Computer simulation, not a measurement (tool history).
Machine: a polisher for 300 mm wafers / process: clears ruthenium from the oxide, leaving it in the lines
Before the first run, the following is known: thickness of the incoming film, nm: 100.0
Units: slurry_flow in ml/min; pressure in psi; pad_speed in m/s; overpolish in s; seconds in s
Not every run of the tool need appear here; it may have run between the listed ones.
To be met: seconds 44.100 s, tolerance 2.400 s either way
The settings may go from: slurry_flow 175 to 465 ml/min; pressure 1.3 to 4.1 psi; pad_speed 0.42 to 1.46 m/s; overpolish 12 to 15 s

Run 1, hour 0.0: slurry_flow 295 ml/min, pressure 2.7 psi, pad_speed 0.94 m/s, overpolish 15 s. Result: seconds 67.239 s.
Run 2, hour 3.4: slurry_flow 295 ml/min, pressure 2.7 psi, pad_speed 0.94 m/s, overpolish 12 s. Result: seconds 67.114 s.
Run 3, hour 8.4: slurry_flow 295 ml/min, pressure 2.8 psi, pad_speed 0.94 m/s, overpolish 12 s. Result: seconds 65.640 s.
Run 4, hour 13.8: slurry_flow 295 ml/min, pressure 2.9 psi, pad_speed 0.94 m/s, overpolish 12 s. Result: seconds 63.471 s.
Run 5, hour 17.8: slurry_flow 295 ml/min, pressure 3.0 psi, pad_speed 0.94 m/s, overpolish 12 s. Result: seconds 59.057 s.
Run 6, hour 19.4: slurry_flow 295 ml/min, pressure 3.3 psi, pad_speed 0.94 m/s, overpolish 12 s. Result: seconds 56.363 s.
Run 7, hour 24.3: slurry_flow 295 ml/min, pressure 3.4 psi, pad_speed 0.94 m/s, overpolish 12 s. Result: seconds 53.777 s.
Run 8, hour 28.5: slurry_flow 295 ml/min, pressure 3.5 psi, pad_speed 0.94 m/s, overpolish 12 s. Result: seconds 52.589 s.
Run 9, hour 29.6: slurry_flow 295 ml/min, pressure 3.6 psi, pad_speed 0.94 m/s, overpolish 12 s. Result: seconds 51.131 s.
Run 10, hour 32.7: slurry_flow 295 ml/min, pressure 3.7 psi, pad_speed 0.94 m/s, overpolish 12 s. Result: seconds 49.187 s.
Run 11, hour 33.4: slurry_flow 295 ml/min, pressure 3.9 psi, pad_speed 0.94 m/s, overpolish 12 s. Result: seconds 47.656 s.

Pick the move, out of 5, that brings all results within their allowed miss; only one does.
Run A, hour 34.1: slurry_flow 380 ml/min, pressure 3.7 psi, pad_speed 0.88 m/s, overpolish 12 s. Result: seconds ?.
Run B, hour 34.1: slurry_flow 315 ml/min, pressure 4.1 psi, pad_speed 0.94 m/s, overpolish 12 s. Result: seconds ?.
Run C, hour 34.1: slurry_flow 300 ml/min, pressure 3.8 psi, pad_speed 0.84 m/s, overpolish 15 s. Result: seconds ?.
Run D, hour 34.1: slurry_flow 285 ml/min, pressure 4.0 psi, pad_speed 0.86 m/s, overpolish 14 s. Result: seconds ?.
Run E, hour 34.1: slurry_flow 315 ml/min, pressure 3.6 psi, pad_speed 0.88 m/s, overpolish 12 s. Result: seconds ?.

move  seconds
   A   50.359
   B   43.647
   C   52.191
   D   48.877
   E   52.547
A: its largest miss is bigger than the last run's
B: each result inside its tolerance
C: its largest miss is bigger than the last run's
D: its largest miss is bigger than the last run's
E: its largest miss is bigger than the last run's
Go with B: it meets all targets.

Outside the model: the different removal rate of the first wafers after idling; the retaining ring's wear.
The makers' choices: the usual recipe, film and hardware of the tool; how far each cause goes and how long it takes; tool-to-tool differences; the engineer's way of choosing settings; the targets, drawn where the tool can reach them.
